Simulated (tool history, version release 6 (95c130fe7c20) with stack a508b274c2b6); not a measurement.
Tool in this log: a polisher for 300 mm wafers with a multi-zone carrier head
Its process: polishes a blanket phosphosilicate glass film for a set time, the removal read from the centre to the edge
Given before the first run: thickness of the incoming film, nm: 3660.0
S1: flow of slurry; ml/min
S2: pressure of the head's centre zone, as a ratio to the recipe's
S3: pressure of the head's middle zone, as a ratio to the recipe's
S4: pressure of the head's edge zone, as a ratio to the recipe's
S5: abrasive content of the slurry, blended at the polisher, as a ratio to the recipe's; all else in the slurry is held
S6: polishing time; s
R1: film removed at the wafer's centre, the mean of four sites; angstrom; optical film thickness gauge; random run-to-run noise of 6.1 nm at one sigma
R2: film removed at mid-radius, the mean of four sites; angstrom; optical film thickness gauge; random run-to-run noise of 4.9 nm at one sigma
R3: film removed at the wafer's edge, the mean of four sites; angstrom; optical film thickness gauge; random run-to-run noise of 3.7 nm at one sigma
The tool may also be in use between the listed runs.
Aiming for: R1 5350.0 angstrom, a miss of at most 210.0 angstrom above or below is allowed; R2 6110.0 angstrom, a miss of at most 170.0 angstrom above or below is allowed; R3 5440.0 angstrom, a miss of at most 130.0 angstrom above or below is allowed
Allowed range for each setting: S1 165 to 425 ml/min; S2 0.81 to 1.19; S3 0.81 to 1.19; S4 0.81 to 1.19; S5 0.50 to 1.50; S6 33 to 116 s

run 1 hour=0.0 | S1=275 S2=1.00 S3=1.00 S4=1.00 S5=1.00 S6=74 | R1=8014.3 R2=8234.0 R3=7952.6
run 2 hour=7.3 | S1=275 S2=0.94 S3=1.00 S4=1.00 S5=1.00 S6=74 | R1=7572.6 R2=8094.3 R3=7972.3
run 3 hour=14.0 | S1=275 S2=0.94 S3=1.00 S4=1.04 S5=1.00 S6=74 | R1=7457.6 R2=8149.5 R3=8134.2
run 4 hour=16.4 | S1=275 S2=0.93 S3=1.01 S4=1.01 S5=0.90 S6=73 | R1=7054.6 R2=7808.6 R3=7590.2
run 5 hour=24.0 | S1=210 S2=0.93 S3=1.01 S4=1.01 S5=0.90 S6=73 | R1=6802.2 R2=7530.8 R3=7410.4
run 6 hour=32.5 | S1=210 S2=0.93 S3=1.01 S4=0.98 S5=0.90 S6=73 | R1=6862.0 R2=7579.4 R3=7218.1
run 7 hour=36.8 | S1=205 S2=0.92 S3=1.00 S4=0.96 S5=0.85 S6=73 | R1=6715.9 R2=7346.5 R3=7117.5
run 8 hour=41.4 | S1=205 S2=0.92 S3=1.01 S4=0.94 S5=0.80 S6=72 | R1=6245.1 R2=7123.1 R3=6819.3
run 9 hour=46.2 | S1=200 S2=0.94 S3=1.02 S4=0.92 S5=0.75 S6=71 | R1=6243.0 R2=6997.8 R3=6478.1
run 10 hour=47.3 | S1=200 S2=0.94 S3=1.02 S4=0.91 S5=0.70 S6=71 | R1=6123.8 R2=6940.3 R3=6351.5
run 11 hour=49.2 | S1=200 S2=0.94 S3=1.02 S4=0.90 S5=0.65 S6=70 | R1=5876.2 R2=6432.0 R3=6019.2
run 12 hour=53.8 | S1=200 S2=0.89 S3=1.07 S4=0.81 S5=0.55 S6=69 | R1=5217.4 R2=6315.0 R3=5299.7
run 13 hour=62.2 | S1=200 S2=0.89 S3=1.06 S4=0.81 S5=0.55 S6=69 | R1=5182.1 R2=6177.5 R3=5356.0
run 14 hour=65.1 | S1=200 S2=0.89 S3=1.06 S4=0.81 S5=0.55 S6=69 | R1=5172.4 R2=6299.2 R3=5334.2

Consider the 4 candidate settings below. Which is the only one whose results all fall within their allowed miss of target?
run A hour=68.0 | S1=190 S2=0.97 S3=1.04 S4=0.81 S5=0.60 S6=64 | R1=? R2=? R3=?
run B hour=68.0 | S1=255 S2=0.94 S3=1.12 S4=0.81 S5=0.65 S6=61 | R1=? R2=? R3=?
run C hour=68.0 | S1=190 S2=0.92 S3=1.03 S4=0.84 S5=0.50 S6=71 | R1=? R2=? R3=?
run D hour=68.0 | S1=175 S2=0.95 S3=1.13 S4=0.81 S5=1.05 S6=55 | R1=? R2=? R3=?

move=A R1=5288.2 R2=5842.4 R3=5125.7
move=B R1=5218.3 R2=6311.3 R3=5146.1
move=C R1=5231.9 R2=6049.0 R3=5436.3
move=D R1=5316.3 R2=6444.5 R3=5275.4
A: pushes the last run's worst result past its target
B: the biggest miss grows against the last run
C: each result inside its tolerance
D: the biggest miss grows against the last run
The move that meets every target is C.
